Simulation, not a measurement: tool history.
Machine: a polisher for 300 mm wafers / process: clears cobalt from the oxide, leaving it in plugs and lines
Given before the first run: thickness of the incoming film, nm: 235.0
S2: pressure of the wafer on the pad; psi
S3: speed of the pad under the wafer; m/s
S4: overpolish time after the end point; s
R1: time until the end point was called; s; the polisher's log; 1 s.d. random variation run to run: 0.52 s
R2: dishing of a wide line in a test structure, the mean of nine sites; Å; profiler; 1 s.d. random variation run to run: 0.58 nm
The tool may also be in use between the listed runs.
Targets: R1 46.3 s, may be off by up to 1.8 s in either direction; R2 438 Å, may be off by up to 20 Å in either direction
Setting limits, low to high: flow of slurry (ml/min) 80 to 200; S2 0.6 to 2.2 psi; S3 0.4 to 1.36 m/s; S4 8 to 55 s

Run 1, hour 0: flow of slurry (ml/min) 130, S2 1.4 psi, S3 0.88 m/s, S4 28 s. Result: R1 69.32 s, R2 388.01 Å.
Run 2, hour 7.2: flow of slurry (ml/min) 130, S2 1.4 psi, S3 0.8 m/s, S4 28 s. Result: R1 72.598 s, R2 369.98 Å.
Run 3, hour 15.9: flow of slurry (ml/min) 135, S2 1.5 psi, S3 0.8 m/s, S4 28 s. Result: R1 67.446 s, R2 393.19 Å.
Run 4, hour 20.9: flow of slurry (ml/min) 135, S2 1.5 psi, S3 0.8 m/s, S4 22 s. Result: R1 69.646 s, R2 355.23 Å.
Run 5, hour 24: flow of slurry (ml/min) 140, S2 1.6 psi, S3 0.8 m/s, S4 22 s. Result: R1 64.087 s, R2 358.11 Å.
Run 6, hour 24.8: flow of slurry (ml/min) 140, S2 1.7 psi, S3 0.8 m/s, S4 23 s. Result: R1 60.587 s, R2 380.45 Å.
Run 7, hour 33.3: flow of slurry (ml/min) 160, S2 2.1 psi, S3 0.82 m/s, S4 24 s. Result: R1 47.06 s, R2 415.98 Å.
Run 8, hour 35.1: flow of slurry (ml/min) 160, S2 2.1 psi, S3 0.82 m/s, S4 25 s. Result: R1 46.998 s, R2 410.08 Å.

Which of these 4 next moves meets every target?
Run A, hour 36.9: flow of slurry (ml/min) 180, S2 1.8 psi, S3 1.16 m/s, S4 33 s. Result: R1 ?, R2 ?.
Run B, hour 36.9: flow of slurry (ml/min) 145, S2 2.2 psi, S3 0.84 m/s, S4 17 s. Result: R1 ?, R2 ?.
Run C, hour 36.9: flow of slurry (ml/min) 160, S2 2.1 psi, S3 0.86 m/s, S4 30 s. Result: R1 ?, R2 ?.
Run D, hour 36.9: flow of slurry (ml/min) 155, S2 2.2 psi, S3 0.8 m/s, S4 19 s. Result: R1 ?, R2 ?.

move      R1      R2
   A  42.578  440.48
   B  45.284  369.75
   C  45.788  430.71
   D  46.088   382.8
A: the worst result of the last run now meets its target, but another is out of spec
B: further off than the last run
C: hits every target within its allowed miss
D: further off than the last run
Go with C: it meets all targets.
